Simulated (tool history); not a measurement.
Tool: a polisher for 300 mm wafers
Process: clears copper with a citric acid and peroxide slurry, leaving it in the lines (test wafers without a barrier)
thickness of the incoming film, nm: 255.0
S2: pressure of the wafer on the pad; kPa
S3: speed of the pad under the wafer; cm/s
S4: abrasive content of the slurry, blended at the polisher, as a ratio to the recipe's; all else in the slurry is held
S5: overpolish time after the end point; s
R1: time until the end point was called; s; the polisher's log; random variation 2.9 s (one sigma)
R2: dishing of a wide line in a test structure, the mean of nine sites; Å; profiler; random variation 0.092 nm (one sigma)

{"run": 1, "hour": 0.0, "flow of slurry (ml/min)": 315, "S2": 25.5, "S3": 84, "S4": 1.0, "S5": 11, "R1": 129.56, "R2": 185.15}
{"run": 2, "hour": 3.7, "flow of slurry (ml/min)": 315, "S2": 24.8, "S3": 82, "S4": 1.0, "S5": 9, "R1": 134.79, "R2": 145.38}
{"run": 3, "hour": 8.2, "flow of slurry (ml/min)": 315, "S2": 24.1, "S3": 82, "S4": 1.0, "S5": 8, "R1": 140.05, "R2": 128.09}
{"run": 4, "hour": 15.0, "flow of slurry (ml/min)": 315, "S2": 23.4, "S3": 82, "S4": 1.0, "S5": 7, "R1": 138.93, "R2": 110.28}
{"run": 5, "hour": 16.1, "flow of slurry (ml/min)": 315, "S2": 23.4, "S3": 82, "S4": 1.15, "S5": 7, "R1": 139.89, "R2": 113.02}
{"run": 6, "hour": 24.3, "flow of slurry (ml/min)": 315, "S2": 23.4, "S3": 82, "S4": 1.15, "S5": 9, "R1": 137.31, "R2": 141.86}
{"run": 7, "hour": 32.7, "flow of slurry (ml/min)": 310, "S2": 22.8, "S3": 82, "S4": 1.15, "S5": 8, "R1": 138.69, "R2": 125.01}
{"run": 8, "hour": 40.2, "flow of slurry (ml/min)": 310, "S2": 22.1, "S3": 82, "S4": 1.15, "S5": 7, "R1": 148.96, "R2": 106.18}

The next listed run, before its measurement:
{"run": 9, "hour": 41.0, "flow of slurry (ml/min)": 315, "S2": 22.1, "S3": 82, "S4": 1.15, "S5": 6, "R1": "?", "R2": "?"}

{"run 9": {"R1": 145.0, "R2": 91.922}}

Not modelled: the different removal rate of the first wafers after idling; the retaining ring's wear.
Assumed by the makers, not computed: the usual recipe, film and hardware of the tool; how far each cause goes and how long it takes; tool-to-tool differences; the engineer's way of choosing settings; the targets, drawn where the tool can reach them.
